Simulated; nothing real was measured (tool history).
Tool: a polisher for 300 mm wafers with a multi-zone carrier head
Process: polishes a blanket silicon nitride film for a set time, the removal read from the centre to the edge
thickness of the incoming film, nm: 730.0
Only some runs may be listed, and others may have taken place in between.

run  hour  flow of slurry (ml/min)  pressure of the head's centre zone  pressure of the head's middle zone  pressure of the head's edge zone  polishing time (s)  film removed at the wafer's centre (Å)  film removed at mid-radius (Å)  film removed at the wafer's edge (Å)
  1     0                      290                                   1                                   1                                 1                  85                                  2577.3                          2615.8                                  2598
  2   4.9                      265                                0.97                                0.95                              0.96                  72                                  2113.2                          2074.9                                2202.7
  3  12.6                      265                                0.97                                0.95                              1.02                  72                                  2138.2                          2102.9                                2300.5
  4  19.7                      265                                0.97                                0.95                              1.07                  72                                  2127.5                          2098.8                                2335.2
  5  26.3                      240                                0.95                                0.94                                 1                  63                                  1813.2                          1801.2                                1934.3
  6  27.4                      225                                0.93                                0.92                              0.96                  58                                    1638                          1630.3                                1754.6
  7  28.2                      215                                0.85                                0.84                              0.86                  41                                  1055.2                          1054.5                                1178.5
  8  31.3                      235                                0.87                                0.86                              0.88                  40                                  1055.8                          1060.9                                1170.1
  9  36.3                      235                                0.89                                0.88                              0.91                  40                                  1071.6                          1083.9                                1174.3
 10  41.7                      230                                0.91                                 0.9                              0.95                  40                                  1091.1                          1107.2                                1199.1
 11  45.7                      230                                0.93                                0.91                              0.98                  41                                  1129.4                          1124.6                                1230.3
 12  47.2                      295                                0.98                                0.99                              1.08                  45                                  1338.7                          1367.4                                1508.6
 13  55.4                      290                                0.97                                0.97                              1.05                  45                                  1340.1                          1350.8                                1427.2
 14  62.5                      290                                0.96                                0.95                              1.04                  45                                  1327.7                          1326.6                                1422.3
 15  71.2                      290                                0.95                                0.94                              1.03                  45                                  1300.6                          1296.4                                1390.4

The next listed run, before its measurement:
     75.1  -- edge zone pressure recalibrated
 16  75.1                      290                                0.94                                0.93                              1.03                  45                                       ?                               ?                                     ?

{"run 16": {"film removed at the wafer's centre (Å)": 1310.8, "film removed at mid-radius (Å)": 1300.3, "film removed at the wafer's edge (Å)": 1374.1}}
